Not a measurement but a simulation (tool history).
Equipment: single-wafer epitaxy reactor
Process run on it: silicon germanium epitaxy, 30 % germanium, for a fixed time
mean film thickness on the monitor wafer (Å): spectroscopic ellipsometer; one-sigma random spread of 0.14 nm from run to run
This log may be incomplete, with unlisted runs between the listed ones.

run,hour,wafer temperature setpoint (pyrometer-controlled) (deg C),chamber pressure (mTorr),mean film thickness on the monitor wafer (Å)
1,0,575,17100,359.06
2,8.8,579,17100,383
3,12.7,575,17000,358.85
4,18.9,572,16900,335.44
5,20.2,572,19800,353.67
6,24,581,19800,418.04
7,29.3,577,19700,383.82

What does the tool deliver on the next run?
8,32.9,574,19600,?

{"run 8": {"mean film thickness on the monitor wafer (Å)": 360.96}}
